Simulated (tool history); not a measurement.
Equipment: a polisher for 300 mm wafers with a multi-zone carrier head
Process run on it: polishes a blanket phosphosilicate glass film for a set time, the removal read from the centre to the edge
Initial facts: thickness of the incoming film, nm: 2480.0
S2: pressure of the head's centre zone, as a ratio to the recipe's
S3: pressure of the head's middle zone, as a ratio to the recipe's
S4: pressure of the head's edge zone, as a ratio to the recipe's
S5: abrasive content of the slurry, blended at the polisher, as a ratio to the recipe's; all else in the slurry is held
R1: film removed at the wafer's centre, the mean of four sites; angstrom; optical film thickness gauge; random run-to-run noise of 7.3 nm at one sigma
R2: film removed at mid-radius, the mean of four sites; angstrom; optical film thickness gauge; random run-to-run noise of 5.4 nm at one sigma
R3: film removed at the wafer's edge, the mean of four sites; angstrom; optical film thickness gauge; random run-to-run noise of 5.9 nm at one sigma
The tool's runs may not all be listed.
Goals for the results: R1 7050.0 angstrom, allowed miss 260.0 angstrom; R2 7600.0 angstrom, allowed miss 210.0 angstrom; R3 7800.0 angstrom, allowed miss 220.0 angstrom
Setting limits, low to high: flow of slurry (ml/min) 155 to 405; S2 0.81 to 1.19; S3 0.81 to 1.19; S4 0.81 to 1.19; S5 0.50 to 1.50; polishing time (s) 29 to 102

{"run": 1, "day": 0.0, "flow of slurry (ml/min)": 260, "S2": 1.0, "S3": 1.0, "S4": 1.0, "S5": 1.0, "polishing time (s)": 65, "R1": 4953.9, "R2": 5438.0, "R3": 5428.4}
{"run": 2, "day": 0.183, "flow of slurry (ml/min)": 265, "S2": 1.01, "S3": 1.01, "S4": 1.03, "S5": 1.1, "polishing time (s)": 66, "R1": 5418.6, "R2": 5745.4, "R3": 5802.3}
{"run": 3, "day": 0.288, "flow of slurry (ml/min)": 265, "S2": 1.01, "S3": 1.01, "S4": 0.98, "S5": 1.1, "polishing time (s)": 66, "R1": 5384.4, "R2": 5740.2, "R3": 5670.1}
{"run": 4, "day": 0.571, "flow of slurry (ml/min)": 265, "S2": 1.0, "S3": 1.02, "S4": 1.01, "S5": 1.2, "polishing time (s)": 67, "R1": 5585.0, "R2": 6123.3, "R3": 5935.0}
{"run": 5, "day": 0.783, "flow of slurry (ml/min)": 265, "S2": 1.0, "S3": 1.02, "S4": 0.96, "S5": 1.2, "polishing time (s)": 67, "R1": 5530.3, "R2": 5946.6, "R3": 5853.6}
{"run": 6, "day": 1.021, "flow of slurry (ml/min)": 265, "S2": 0.97, "S3": 1.02, "S4": 0.96, "S5": 1.2, "polishing time (s)": 67, "R1": 5401.2, "R2": 6074.3, "R3": 5806.8}
{"run": 7, "day": 1.212, "flow of slurry (ml/min)": 265, "S2": 0.97, "S3": 1.01, "S4": 1.0, "S5": 1.25, "polishing time (s)": 69, "R1": 5569.2, "R2": 6313.3, "R3": 6220.1}
{"run": 8, "day": 1.375, "flow of slurry (ml/min)": 270, "S2": 0.98, "S3": 1.01, "S4": 1.03, "S5": 1.3, "polishing time (s)": 70, "R1": 5824.9, "R2": 6420.8, "R3": 6531.2}
{"run": 9, "day": 1.533, "flow of slurry (ml/min)": 275, "S2": 0.99, "S3": 1.03, "S4": 1.06, "S5": 1.35, "polishing time (s)": 71, "R1": 6047.9, "R2": 6686.2, "R3": 6774.6}
{"run": 10, "day": 1.767, "flow of slurry (ml/min)": 280, "S2": 1.0, "S3": 1.04, "S4": 1.08, "S5": 1.4, "polishing time (s)": 72, "R1": 6282.4, "R2": 6990.0, "R3": 6974.1}
{"run": 11, "day": 1.962, "flow of slurry (ml/min)": 280, "S2": 1.01, "S3": 1.04, "S4": 1.09, "S5": 1.4, "polishing time (s)": 73, "R1": 6466.7, "R2": 7155.9, "R3": 7267.0}
{"run": 12, "day": 2.133, "flow of slurry (ml/min)": 335, "S2": 1.07, "S3": 1.07, "S4": 1.15, "S5": 1.4, "polishing time (s)": 73, "R1": 7071.5, "R2": 7409.6, "R3": 7346.8}
{"day": 2.204, "done": "centre zone pressure recalibrated"}
{"run": 13, "day": 2.204, "flow of slurry (ml/min)": 335, "S2": 1.06, "S3": 1.07, "S4": 1.16, "S5": 1.4, "polishing time (s)": 73, "R1": 7162.6, "R2": 7332.1, "R3": 7487.1}
{"run": 14, "day": 2.375, "flow of slurry (ml/min)": 335, "S2": 1.05, "S3": 1.07, "S4": 1.17, "S5": 1.4, "polishing time (s)": 73, "R1": 7242.4, "R2": 7311.1, "R3": 7432.6}
{"run": 15, "day": 2.671, "flow of slurry (ml/min)": 325, "S2": 1.04, "S3": 1.07, "S4": 1.17, "S5": 1.4, "polishing time (s)": 73, "R1": 6987.0, "R2": 7258.7, "R3": 7523.6}
{"run": 16, "day": 2.979, "flow of slurry (ml/min)": 325, "S2": 1.04, "S3": 1.08, "S4": 1.17, "S5": 1.4, "polishing time (s)": 73, "R1": 7099.5, "R2": 7396.3, "R3": 7511.3}
{"run": 17, "day": 3.258, "flow of slurry (ml/min)": 325, "S2": 1.04, "S3": 1.08, "S4": 1.17, "S5": 1.4, "polishing time (s)": 73, "R1": 7149.1, "R2": 7346.5, "R3": 7432.0}

5 candidate next runs follow, results not yet known. Just one meets every target within its allowed miss. Identify it.
{"run": "A", "day": 3.538, "flow of slurry (ml/min)": 265, "S2": 1.02, "S3": 0.97, "S4": 1.18, "S5": 1.5, "polishing time (s)": 73, "R1": "?", "R2": "?", "R3": "?"}
{"run": "B", "day": 3.538, "flow of slurry (ml/min)": 260, "S2": 0.97, "S3": 1.04, "S4": 1.13, "S5": 1.5, "polishing time (s)": 76, "R1": "?", "R2": "?", "R3": "?"}
{"run": "C", "day": 3.538, "flow of slurry (ml/min)": 365, "S2": 1.06, "S3": 1.07, "S4": 1.15, "S5": 1.35, "polishing time (s)": 72, "R1": "?", "R2": "?", "R3": "?"}
{"run": "D", "day": 3.538, "flow of slurry (ml/min)": 360, "S2": 0.99, "S3": 1.04, "S4": 1.04, "S5": 1.5, "polishing time (s)": 79, "R1": "?", "R2": "?", "R3": "?"}
{"run": "E", "day": 3.538, "flow of slurry (ml/min)": 330, "S2": 1.04, "S3": 1.07, "S4": 1.19, "S5": 1.3, "polishing time (s)": 78, "R1": "?", "R2": "?", "R3": "?"}

move=A R1=6961.8 R2=6733.4 R3=7636.7
move=B R1=6883.5 R2=7428.2 R3=7759.5
move=C R1=7060.7 R2=7117.5 R3=7285.6
move=D R1=7476.2 R2=7886.8 R3=7862.3
move=E R1=7358.1 R2=7566.1 R3=7895.3
A: brings the last run's worst result on target, with another outside its allowed miss
B: meets every target
C: moves away from the targets compared with the last run
D: brings the last run's worst result on target, with another outside its allowed miss
E: brings the last run's worst result on target, with another outside its allowed miss
So the answer is move B, the one that meets all the targets.

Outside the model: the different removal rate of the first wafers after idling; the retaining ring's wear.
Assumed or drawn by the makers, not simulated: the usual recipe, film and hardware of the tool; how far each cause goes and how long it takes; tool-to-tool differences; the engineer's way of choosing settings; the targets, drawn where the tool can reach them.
